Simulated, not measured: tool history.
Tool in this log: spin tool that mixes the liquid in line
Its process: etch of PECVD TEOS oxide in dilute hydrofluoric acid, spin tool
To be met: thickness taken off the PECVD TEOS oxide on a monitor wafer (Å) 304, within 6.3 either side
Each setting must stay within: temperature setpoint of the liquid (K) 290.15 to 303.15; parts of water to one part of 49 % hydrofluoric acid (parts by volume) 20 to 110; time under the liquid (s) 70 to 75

| run | hour | temperature setpoint of the liquid (K) | parts of water to one part of 49 % hydrofluoric acid (parts by volume) | time under the liquid (s) | thickness taken off the PECVD TEOS oxide on a monitor wafer (Å) |
|---|---|---|---|---|---|
| 1 | 0 | 295.15 | 60 | 70 | 116.05 |
| 2 | 5.4 | 297.15 | 50 | 70 | 152.39 |
| 3 | 6.3 | 297.15 | 50 | 70 | 153.73 |
| 4 | 14.3 | 300.15 | 50 | 70 | 173.1 |
| 5 | 16.8 | 300.15 | 60 | 70 | 142.37 |
| 6 | 18.6 | 298.65 | 60 | 70 | 132.88 |
| 7 | 20.7 | 299.65 | 50 | 70 | 169.67 |
| 8 | 25.3 | 300.65 | 45 | 70 | 197.31 |
| 9 | 31.7 | 301.15 | 40 | 70 | 230.11 |
| 10 | 36 | 303.15 | 30 | 70 | 333.4 |
| 11 | 42.3 | 302.65 | 30 | 70 | 326.92 |
| 12 | 49.9 | 302.15 | 30 | 70 | 320.98 |
| 13 | 52.4 | 301.65 | 30 | 70 | 316.51 |

4 candidate next runs follow, results not yet known. Just one meets every target within its allowed miss. Identify it.
| A | 54.9 | 303.15 | 30 | 70 | ? |
| B | 54.9 | 301.15 | 30 | 75 | ? |
| C | 54.9 | 302.65 | 30 | 70 | ? |
| D | 54.9 | 303.15 | 35 | 75 | ? |

| move | thickness taken off the PECVD TEOS oxide on a monitor wafer (Å) |
|---|---|
| A | 338.37 |
| B | 334.45 |
| C | 331.65 |
| D | 308.31 |
A: further off than the last run
B: further off than the last run
C: further off than the last run
D: every result lands within tolerance
Move D is the one to make.
